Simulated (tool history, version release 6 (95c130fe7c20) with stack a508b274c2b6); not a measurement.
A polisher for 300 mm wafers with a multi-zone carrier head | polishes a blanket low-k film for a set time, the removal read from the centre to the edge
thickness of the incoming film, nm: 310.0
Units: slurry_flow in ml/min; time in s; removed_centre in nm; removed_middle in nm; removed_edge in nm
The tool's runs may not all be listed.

Run 1, hour 0: slurry_flow 290 ml/min, centre_zone 1, middle_zone 1, edge_zone 1, slurry_solids 1, time 68 s. Result: removed_centre 15.929 nm, removed_middle 16.043 nm, removed_edge 16.043 nm.
Run 2, hour 2.1: slurry_flow 290 ml/min, centre_zone 1.08, middle_zone 1, edge_zone 1, slurry_solids 1, time 68 s. Result: removed_centre 17.089 nm, removed_middle 16.145 nm, removed_edge 15.98 nm.
Run 3, hour 7.4: slurry_flow 290 ml/min, centre_zone 1.08, middle_zone 1, edge_zone 1, slurry_solids 1.2, time 68 s. Result: removed_centre 18.056 nm, removed_middle 17.098 nm, removed_edge 17.035 nm.
Run 4, hour 9.8: slurry_flow 290 ml/min, centre_zone 1.08, middle_zone 1, edge_zone 0.93, slurry_solids 1.2, time 68 s. Result: removed_centre 18.111 nm, removed_middle 17.32 nm, removed_edge 16.376 nm.
Run 5, hour 12.4: slurry_flow 290 ml/min, centre_zone 1.08, middle_zone 1, edge_zone 0.93, slurry_solids 1.4, time 68 s. Result: removed_centre 18.908 nm, removed_middle 18.104 nm, removed_edge 17.09 nm.
Run 6, hour 20.4: slurry_flow 290 ml/min, centre_zone 1.06, middle_zone 1.01, edge_zone 0.91, slurry_solids 1.25, time 65 s. Result: removed_centre 17.544 nm, removed_middle 16.317 nm, removed_edge 15.788 nm.
Run 7, hour 23.6: slurry_flow 365 ml/min, centre_zone 0.96, middle_zone 1.11, edge_zone 0.81, slurry_solids 1, time 46 s. Result: removed_centre 10.583 nm, removed_middle 12.22 nm, removed_edge 9.9198 nm.
Run 8, hour 26.5: slurry_flow 360 ml/min, centre_zone 0.96, middle_zone 1.11, edge_zone 0.81, slurry_solids 1, time 46 s. Result: removed_centre 10.533 nm, removed_middle 12.201 nm, removed_edge 10.017 nm.
Run 9, hour 32.8: slurry_flow 355 ml/min, centre_zone 0.96, middle_zone 1.11, edge_zone 0.81, slurry_solids 1, time 46 s. Result: removed_centre 10.475 nm, removed_middle 12.085 nm, removed_edge 10.22 nm.

Forecast run 10:
Run 10, hour 39.8: slurry_flow 360 ml/min, centre_zone 0.96, middle_zone 1.11, edge_zone 0.81, slurry_solids 1, time 46 s. Result: removed_centre ?, removed_middle ?, removed_edge ?.

{"run 10": {"removed_centre": 10.531, "removed_middle": 12.178, "removed_edge": 10.173}}
